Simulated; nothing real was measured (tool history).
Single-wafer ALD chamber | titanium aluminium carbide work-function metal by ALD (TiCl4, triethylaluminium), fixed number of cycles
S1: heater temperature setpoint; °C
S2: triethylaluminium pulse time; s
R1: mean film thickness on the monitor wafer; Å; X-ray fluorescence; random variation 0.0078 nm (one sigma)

run  hour   S1     S2      R1
  1     0  315   8.83  20.495
  2   6.8  315  10.58  21.045
  3  14.6  307    9.3  19.987
  4  23.2  307  11.47  20.397
  5    32  297  11.47   19.56
  6  33.2  297  12.43  19.916
  7  39.8  295  10.82  19.475

The next listed run, before its measurement:
  8  45.5  294  8.75   ?

{"run 8": {"R1": 18.855}}
